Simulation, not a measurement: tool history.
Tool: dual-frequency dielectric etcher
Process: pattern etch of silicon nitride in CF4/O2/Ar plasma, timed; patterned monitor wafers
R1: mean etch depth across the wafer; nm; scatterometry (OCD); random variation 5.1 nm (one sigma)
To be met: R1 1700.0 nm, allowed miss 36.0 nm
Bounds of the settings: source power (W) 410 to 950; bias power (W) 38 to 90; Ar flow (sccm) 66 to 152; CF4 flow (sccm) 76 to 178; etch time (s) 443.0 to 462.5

{"run": 1, "hour": 0.0, "source power (W)": 680, "bias power (W)": 64, "Ar flow (sccm)": 109, "CF4 flow (sccm)": 127, "etch time (s)": 443.0, "R1": 1280.5}
{"run": 2, "hour": 0.8, "source power (W)": 680, "bias power (W)": 64, "Ar flow (sccm)": 109, "CF4 flow (sccm)": 127, "etch time (s)": 462.5, "R1": 1337.6}
{"run": 3, "hour": 8.8, "source power (W)": 720, "bias power (W)": 64, "Ar flow (sccm)": 109, "CF4 flow (sccm)": 127, "etch time (s)": 462.5, "R1": 1407.2}
{"run": 4, "hour": 17.2, "source power (W)": 830, "bias power (W)": 64, "Ar flow (sccm)": 109, "CF4 flow (sccm)": 127, "etch time (s)": 462.5, "R1": 1612.4}
{"run": 5, "hour": 18.3, "source power (W)": 840, "bias power (W)": 64, "Ar flow (sccm)": 109, "CF4 flow (sccm)": 127, "etch time (s)": 462.5, "R1": 1647.1}
{"run": 6, "hour": 26.6, "source power (W)": 840, "bias power (W)": 54, "Ar flow (sccm)": 109, "CF4 flow (sccm)": 127, "etch time (s)": 462.5, "R1": 1535.4}
{"run": 7, "hour": 35.4, "source power (W)": 860, "bias power (W)": 54, "Ar flow (sccm)": 109, "CF4 flow (sccm)": 127, "etch time (s)": 462.5, "R1": 1570.7}
{"run": 8, "hour": 44.2, "source power (W)": 870, "bias power (W)": 54, "Ar flow (sccm)": 109, "CF4 flow (sccm)": 127, "etch time (s)": 462.5, "R1": 1586.2}
{"run": 9, "hour": 46.9, "source power (W)": 880, "bias power (W)": 54, "Ar flow (sccm)": 109, "CF4 flow (sccm)": 127, "etch time (s)": 462.5, "R1": 1605.9}
{"run": 10, "hour": 50.4, "source power (W)": 880, "bias power (W)": 54, "Ar flow (sccm)": 109, "CF4 flow (sccm)": 127, "etch time (s)": 462.5, "R1": 1612.0}
{"run": 11, "hour": 57.1, "source power (W)": 890, "bias power (W)": 54, "Ar flow (sccm)": 109, "CF4 flow (sccm)": 127, "etch time (s)": 462.5, "R1": 1618.4}
{"run": 12, "hour": 64.8, "source power (W)": 900, "bias power (W)": 54, "Ar flow (sccm)": 109, "CF4 flow (sccm)": 127, "etch time (s)": 462.5, "R1": 1649.6}
{"run": 13, "hour": 71.0, "source power (W)": 910, "bias power (W)": 54, "Ar flow (sccm)": 109, "CF4 flow (sccm)": 127, "etch time (s)": 462.5, "R1": 1668.5}

Which of these 5 next moves meets every target?
{"run": "A", "hour": 77.2, "source power (W)": 900, "bias power (W)": 63, "Ar flow (sccm)": 106, "CF4 flow (sccm)": 145, "etch time (s)": 446.5, "R1": "?"}
{"run": "B", "hour": 77.2, "source power (W)": 890, "bias power (W)": 63, "Ar flow (sccm)": 117, "CF4 flow (sccm)": 126, "etch time (s)": 443.0, "R1": "?"}
{"run": "C", "hour": 77.2, "source power (W)": 950, "bias power (W)": 46, "Ar flow (sccm)": 119, "CF4 flow (sccm)": 112, "etch time (s)": 456.5, "R1": "?"}
{"run": "D", "hour": 77.2, "source power (W)": 940, "bias power (W)": 51, "Ar flow (sccm)": 129, "CF4 flow (sccm)": 150, "etch time (s)": 451.0, "R1": "?"}
{"run": "E", "hour": 77.2, "source power (W)": 930, "bias power (W)": 57, "Ar flow (sccm)": 113, "CF4 flow (sccm)": 115, "etch time (s)": 443.5, "R1": "?"}

move=A R1=1709.6
move=B R1=1628.6
move=C R1=1557.4
move=D R1=1630.4
move=E R1=1624.8
A: meets every target
B: further off than the last run
C: further off than the last run
D: further off than the last run
E: further off than the last run
The right move is A.

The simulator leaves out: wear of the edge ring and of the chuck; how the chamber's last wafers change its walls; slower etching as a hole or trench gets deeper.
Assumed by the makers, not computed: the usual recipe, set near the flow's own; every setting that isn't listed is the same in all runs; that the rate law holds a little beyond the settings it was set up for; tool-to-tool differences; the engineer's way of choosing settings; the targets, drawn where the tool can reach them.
